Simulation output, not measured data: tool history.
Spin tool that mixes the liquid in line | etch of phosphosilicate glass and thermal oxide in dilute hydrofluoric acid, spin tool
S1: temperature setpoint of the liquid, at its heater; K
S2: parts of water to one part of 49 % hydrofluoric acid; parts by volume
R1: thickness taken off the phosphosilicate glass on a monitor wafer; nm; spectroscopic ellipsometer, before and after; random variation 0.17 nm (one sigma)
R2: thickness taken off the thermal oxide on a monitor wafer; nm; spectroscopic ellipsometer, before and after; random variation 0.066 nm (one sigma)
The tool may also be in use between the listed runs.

{"run": 1, "hour": 0.0, "S1": 298.15, "S2": 245, "time under the liquid (s)": 30, "R1": 14.367, "R2": 0.57013}
{"run": 2, "hour": 3.7, "S1": 301.65, "S2": 245, "time under the liquid (s)": 30, "R1": 16.233, "R2": 0.54462}
{"run": 3, "hour": 6.9, "S1": 302.15, "S2": 210, "time under the liquid (s)": 30, "R1": 19.923, "R2": 0.7081}
{"run": 4, "hour": 8.7, "S1": 305.15, "S2": 210, "time under the liquid (s)": 30, "R1": 22.283, "R2": 0.77834}
{"run": 5, "hour": 15.4, "S1": 306.15, "S2": 210, "time under the liquid (s)": 30, "R1": 22.753, "R2": 0.85775}
{"run": 6, "hour": 19.9, "S1": 306.15, "S2": 210, "time under the liquid (s)": 30, "R1": 22.908, "R2": 0.81396}

Forecast run 7:
{"run": 7, "hour": 23.3, "S1": 306.15, "S2": 195, "time under the liquid (s)": 30, "R1": "?", "R2": "?"}

Run 7 gave R1 25.049 nm, R2 0.83948 nm.
